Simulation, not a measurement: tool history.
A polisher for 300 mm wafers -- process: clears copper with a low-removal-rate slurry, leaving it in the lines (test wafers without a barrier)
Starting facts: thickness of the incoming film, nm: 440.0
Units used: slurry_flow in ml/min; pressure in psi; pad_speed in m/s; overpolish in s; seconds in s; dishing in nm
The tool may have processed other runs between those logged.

run	day	slurry_flow	pressure	pad_speed	slurry_solids	overpolish	seconds	dishing
1	0	285	2.4	1.1	1	19	183.69	27.956
2	0.075	285	2.4	1.1	0.85	19	190.09	28.314
3	0.342	285	1.9	1.1	0.85	19	221.21	23.364
4	0.579	285	1.9	0.9	0.85	19	267.71	19.359
5	0.679	285	1.9	0.9	0.7	19	273.47	19.149
# day 0.729: head pressure recalibrated
6	0.729	285	2.2	0.9	0.7	19	231.57	21.92
7	0.85	285	2.2	0.9	0.7	19	233.55	22.369
8	0.925	285	2.4	0.9	0.7	17	220.22	22.134

What does the tool deliver on the next run?
9	1.183	285	2.6	0.9	0.7	15	?	?

Run 9 measured seconds 212.13 s, dishing 21.119 nm.

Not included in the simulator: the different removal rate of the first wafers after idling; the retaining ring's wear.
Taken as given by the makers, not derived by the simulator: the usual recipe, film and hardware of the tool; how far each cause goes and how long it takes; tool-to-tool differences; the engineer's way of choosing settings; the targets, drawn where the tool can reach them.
